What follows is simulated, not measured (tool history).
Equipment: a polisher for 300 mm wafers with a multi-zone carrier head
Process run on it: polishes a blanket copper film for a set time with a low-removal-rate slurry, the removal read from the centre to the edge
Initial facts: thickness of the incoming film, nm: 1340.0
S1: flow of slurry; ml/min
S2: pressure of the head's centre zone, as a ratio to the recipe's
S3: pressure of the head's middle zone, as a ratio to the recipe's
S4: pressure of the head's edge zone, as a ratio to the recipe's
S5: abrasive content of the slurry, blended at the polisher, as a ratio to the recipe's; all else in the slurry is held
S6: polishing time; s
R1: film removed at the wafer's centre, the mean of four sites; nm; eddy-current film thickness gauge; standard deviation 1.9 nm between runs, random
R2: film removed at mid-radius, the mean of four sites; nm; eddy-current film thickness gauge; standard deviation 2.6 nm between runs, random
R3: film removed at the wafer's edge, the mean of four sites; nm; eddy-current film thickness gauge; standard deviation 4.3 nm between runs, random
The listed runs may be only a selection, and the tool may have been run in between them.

{"run": 1, "day": 0.0, "S1": 300, "S2": 1, "S3": 1, "S4": 1, "S5": 1, "S6": 82, "R1": 275.12, "R2": 280.22, "R3": 278.24}
{"run": 2, "day": 0.104, "S1": 300, "S2": 1, "S3": 1.08, "S4": 1, "S5": 1, "S6": 82, "R1": 279.34, "R2": 292.71, "R3": 269.55}
{"run": 3, "day": 0.333, "S1": 315, "S2": 1.02, "S3": 1.06, "S4": 1.05, "S5": 1.1, "S6": 82, "R1": 290.87, "R2": 298.18, "R3": 291.94}
{"run": 4, "day": 0.479, "S1": 375, "S2": 1.02, "S3": 1.06, "S4": 1.05, "S5": 1.1, "S6": 82, "R1": 293.05, "R2": 301.09, "R3": 295.63}
{"run": 5, "day": 0.746, "S1": 380, "S2": 1.04, "S3": 1.06, "S4": 1.07, "S5": 1.15, "S6": 82, "R1": 304.95, "R2": 301.83, "R3": 294.32}
{"run": 6, "day": 0.892, "S1": 380, "S2": 1.04, "S3": 1.06, "S4": 1.07, "S5": 1.15, "S6": 103, "R1": 382.73, "R2": 383.38, "R3": 370.63}
{"run": 7, "day": 1.267, "S1": 380, "S2": 1.02, "S3": 1, "S4": 1.02, "S5": 1, "S6": 102, "R1": 358.16, "R2": 351.55, "R3": 351.23}

The next listed run, before its measurement:
{"run": 8, "day": 1.442, "S1": 380, "S2": 1, "S3": 0.96, "S4": 0.98, "S5": 0.9, "S6": 102, "R1": "?", "R2": "?", "R3": "?"}

R1: 348.53 nm
R2: 335.19 nm
R3: 338.77 nm

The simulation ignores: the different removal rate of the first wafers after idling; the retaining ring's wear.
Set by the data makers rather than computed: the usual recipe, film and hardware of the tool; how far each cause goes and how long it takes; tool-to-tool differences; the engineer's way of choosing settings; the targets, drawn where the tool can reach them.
